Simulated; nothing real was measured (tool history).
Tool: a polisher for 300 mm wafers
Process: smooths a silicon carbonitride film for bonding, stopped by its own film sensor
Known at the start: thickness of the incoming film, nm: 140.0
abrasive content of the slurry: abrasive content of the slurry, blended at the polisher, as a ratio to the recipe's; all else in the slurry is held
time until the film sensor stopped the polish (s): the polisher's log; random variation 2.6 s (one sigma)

run  hour  flow of slurry (ml/min)  pressure of the wafer on the pad (psi)  speed of the pad under the wafer (m/s)  abrasive content of the slurry  target thickness at which the film sensor stops the polish (nm)  time until the film sensor stopped the polish (s)
  1   0.0                      225                                     2.7                                    0.84                             1.0                                                              120                                             82.182
  2   3.6                      225                                     2.4                                    0.82                             1.0                                                              120                                             93.087
  3   8.1                      225                                     2.1                                    0.80                             1.0                                                              120                                            105.380
  4  11.7                      170                                     2.1                                    0.80                             1.0                                                              120                                            112.560
  5  17.5                      170                                     2.1                                    0.80                             1.0                                                              120                                            116.510
  6  21.5                      170                                     2.6                                    0.80                             1.0                                                              120                                             93.429
  7  24.3                      170                                     2.4                                    0.78                             1.0                                                              120                                            102.160

The next listed run, before its measurement:
  8  27.7                      170                                     2.2                                    0.76                             1.0                                                              120                                                  ?

Run 8 gave time until the film sensor stopped the polish (s) 110.310.
